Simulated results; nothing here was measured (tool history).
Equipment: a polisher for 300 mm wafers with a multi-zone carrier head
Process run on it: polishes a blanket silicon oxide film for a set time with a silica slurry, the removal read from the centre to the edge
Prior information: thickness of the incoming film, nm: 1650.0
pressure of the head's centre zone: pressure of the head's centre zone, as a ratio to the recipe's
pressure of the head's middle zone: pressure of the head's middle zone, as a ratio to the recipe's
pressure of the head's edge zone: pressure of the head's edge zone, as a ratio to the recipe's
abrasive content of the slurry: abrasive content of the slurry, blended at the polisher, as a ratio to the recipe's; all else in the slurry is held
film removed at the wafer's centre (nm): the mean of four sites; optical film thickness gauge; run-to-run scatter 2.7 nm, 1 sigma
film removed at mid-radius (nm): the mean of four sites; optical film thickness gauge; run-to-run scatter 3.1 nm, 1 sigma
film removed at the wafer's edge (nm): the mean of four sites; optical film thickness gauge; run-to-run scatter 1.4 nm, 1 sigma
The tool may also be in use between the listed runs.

run  hour  flow of slurry (ml/min)  pressure of the head's centre zone  pressure of the head's middle zone  pressure of the head's edge zone  abrasive content of the slurry  polishing time (s)  film removed at the wafer's centre (nm)  film removed at mid-radius (nm)  film removed at the wafer's edge (nm)
  1     0                      275                                   1                                   1                                 1                               1                  53                                   226.09                           221.42                                  222.5
  2     3                      275                                   1                                   1                              1.04                               1                  53                                   226.16                           228.47                                 229.87
  3   9.2                      275                                   1                                   1                              1.04                               1                  65                                   278.59                           276.36                                 281.86
  4    10                      275                                   1                                   1                              1.09                               1                  65                                   283.77                           275.46                                  291.4
  5    16                      275                                1.02                                1.02                              1.01                            0.85                  65                                   257.97                           255.97                                 254.82
  6  16.6                      275                                1.02                                1.02                              1.01                            0.95                  65                                    273.6                           270.47                                 270.67
  7  22.8                      280                                1.04                                1.05                              0.95                            0.85                  65                                   265.11                           255.21                                 244.89
  8  25.8                      275                                1.03                                1.07                               0.9                             0.8                  65                                   253.87                           252.23                                 233.82
  9  29.3                      275                                1.03                                1.09                              0.87                            0.75                  65                                   246.64                           241.37                                 218.31
 10  33.7                      270                                1.02                                 1.1                              0.85                            0.75                  65                                   239.77                           242.59                                  214.1
 11  42.4                      260                                1.02                                 1.1                              0.84                            0.75                  65                                   237.02                           243.71                                 215.03
 12  47.3                      260                                1.02                                 1.1                              0.84                            0.75                  65                                   241.88                           240.66                                 213.53

Predict the results of run 13:
 13  53.7                      260                                1.02                                 1.1                              0.84                            0.75                  65                                        ?                                ?                                      ?

{"run 13": {"film removed at the wafer's centre (nm)": 241.72, "film removed at mid-radius (nm)": 246.55, "film removed at the wafer's edge (nm)": 215.62}}
